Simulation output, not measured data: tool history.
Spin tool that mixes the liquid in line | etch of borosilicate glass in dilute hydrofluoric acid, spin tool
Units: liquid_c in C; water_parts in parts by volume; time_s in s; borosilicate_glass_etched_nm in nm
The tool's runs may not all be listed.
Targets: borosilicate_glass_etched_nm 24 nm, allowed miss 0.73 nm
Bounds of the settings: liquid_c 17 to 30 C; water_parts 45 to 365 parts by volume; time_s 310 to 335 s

Run 1, hour 0: liquid_c 22 C, water_parts 205 parts by volume, time_s 310 s. Result: borosilicate_glass_etched_nm 33.997 nm.
Run 2, hour 8.8: liquid_c 22 C, water_parts 205 parts by volume, time_s 310 s. Result: borosilicate_glass_etched_nm 33.885 nm.
Run 3, hour 16.2: liquid_c 22 C, water_parts 205 parts by volume, time_s 335 s. Result: borosilicate_glass_etched_nm 36.502 nm.
Run 4, hour 23.6: liquid_c 20.5 C, water_parts 215 parts by volume, time_s 335 s. Result: borosilicate_glass_etched_nm 32.869 nm.
Run 5, hour 30.4: liquid_c 19.5 C, water_parts 225 parts by volume, time_s 335 s. Result: borosilicate_glass_etched_nm 29.635 nm.
Run 6, hour 35.1: liquid_c 19.5 C, water_parts 225 parts by volume, time_s 310 s. Result: borosilicate_glass_etched_nm 27.817 nm.
Run 7, hour 38.9: liquid_c 19 C, water_parts 230 parts by volume, time_s 310 s. Result: borosilicate_glass_etched_nm 26.651 nm.
Run 8, hour 40.6: liquid_c 18.5 C, water_parts 235 parts by volume, time_s 310 s. Result: borosilicate_glass_etched_nm 25.283 nm.
Run 9, hour 48.3: liquid_c 18 C, water_parts 235 parts by volume, time_s 310 s. Result: borosilicate_glass_etched_nm 24.988 nm.

Which of these 5 next moves meets every target?
Run A, hour 56: liquid_c 17.5 C, water_parts 225 parts by volume, time_s 310 s. Result: borosilicate_glass_etched_nm ?.
Run B, hour 56: liquid_c 17 C, water_parts 240 parts by volume, time_s 320 s. Result: borosilicate_glass_etched_nm ?.
Run C, hour 56: liquid_c 21.5 C, water_parts 255 parts by volume, time_s 310 s. Result: borosilicate_glass_etched_nm ?.
Run D, hour 56: liquid_c 17 C, water_parts 220 parts by volume, time_s 315 s. Result: borosilicate_glass_etched_nm ?.
Run E, hour 56: liquid_c 18 C, water_parts 235 parts by volume, time_s 325 s. Result: borosilicate_glass_etched_nm ?.

move  borosilicate_glass_etched_nm
   A                        25.668
   B                        24.036
   C                        25.635
   D                        26.274
   E                        26.035
A: further off than the last run
B: meets every target
C: further off than the last run
D: further off than the last run
E: further off than the last run
The right move is B.
